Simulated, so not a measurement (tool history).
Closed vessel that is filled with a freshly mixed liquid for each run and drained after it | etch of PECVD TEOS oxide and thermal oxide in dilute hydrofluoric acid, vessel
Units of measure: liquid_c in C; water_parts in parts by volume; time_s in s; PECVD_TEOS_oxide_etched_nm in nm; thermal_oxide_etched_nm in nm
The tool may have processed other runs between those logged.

Run 1, hour 0: liquid_c 20 C, water_parts 240 parts by volume, time_s 1365 s. Result: PECVD_TEOS_oxide_etched_nm 55.7 nm, thermal_oxide_etched_nm 19.731 nm.
Run 2, hour 5.6: liquid_c 20 C, water_parts 160 parts by volume, time_s 1365 s. Result: PECVD_TEOS_oxide_etched_nm 89.016 nm, thermal_oxide_etched_nm 32.062 nm.
Run 3, hour 12.9: liquid_c 20.5 C, water_parts 160 parts by volume, time_s 1365 s. Result: PECVD_TEOS_oxide_etched_nm 90.098 nm, thermal_oxide_etched_nm 32.79 nm.
Run 4, hour 19.3: liquid_c 23.5 C, water_parts 160 parts by volume, time_s 1365 s. Result: PECVD_TEOS_oxide_etched_nm 103.46 nm, thermal_oxide_etched_nm 36.647 nm.
Run 5, hour 21.1: liquid_c 23.5 C, water_parts 210 parts by volume, time_s 1365 s. Result: PECVD_TEOS_oxide_etched_nm 73.931 nm, thermal_oxide_etched_nm 26.523 nm.
Run 6, hour 25: liquid_c 23.5 C, water_parts 210 parts by volume, time_s 1645 s. Result: PECVD_TEOS_oxide_etched_nm 87.67 nm, thermal_oxide_etched_nm 32.071 nm.
Run 7, hour 30.6: liquid_c 24 C, water_parts 210 parts by volume, time_s 1645 s. Result: PECVD_TEOS_oxide_etched_nm 91.257 nm, thermal_oxide_etched_nm 32.767 nm.
Run 8, hour 39.1: liquid_c 24.5 C, water_parts 210 parts by volume, time_s 1645 s. Result: PECVD_TEOS_oxide_etched_nm 91.765 nm, thermal_oxide_etched_nm 33.454 nm.

Estimate the outcome of run 9 from the log above:
Run 9, hour 40.8: liquid_c 24.5 C, water_parts 210 parts by volume, time_s 1645 s. Result: PECVD_TEOS_oxide_etched_nm ?, thermal_oxide_etched_nm ?.

{"run 9": {"PECVD_TEOS_oxide_etched_nm": 91.56, "thermal_oxide_etched_nm": 33.406}}
